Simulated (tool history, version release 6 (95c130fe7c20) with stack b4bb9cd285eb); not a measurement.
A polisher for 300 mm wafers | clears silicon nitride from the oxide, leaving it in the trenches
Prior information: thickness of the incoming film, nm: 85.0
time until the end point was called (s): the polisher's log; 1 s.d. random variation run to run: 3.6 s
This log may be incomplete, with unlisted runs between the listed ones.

run,hour,flow of slurry (ml/min),pressure of the wafer on the pad (psi),speed of the pad under the wafer (cm/s),overpolish time after the end point (s),time until the end point was called (s)
1,0,255,2.6,96,49,124.84
2,8.3,255,2.3,92,49,144.31
3,14.4,255,2.8,92,49,116.93
4,15.1,255,2.4,90,49,139.83
5,16.5,255,2.1,86,49,168.98
6,23.2,255,1.9,86,49,188.89
7,28.6,255,1.8,86,49,192.76
# hour 35.4: worn pad replaced by a new one
8,35.4,255,1.2,78,49,299.66

Estimate the outcome of run 9 from the log above:
9,42.4,255,1.3,78,49,?

{"run 9": {"time until the end point was called (s)": 274.65}}

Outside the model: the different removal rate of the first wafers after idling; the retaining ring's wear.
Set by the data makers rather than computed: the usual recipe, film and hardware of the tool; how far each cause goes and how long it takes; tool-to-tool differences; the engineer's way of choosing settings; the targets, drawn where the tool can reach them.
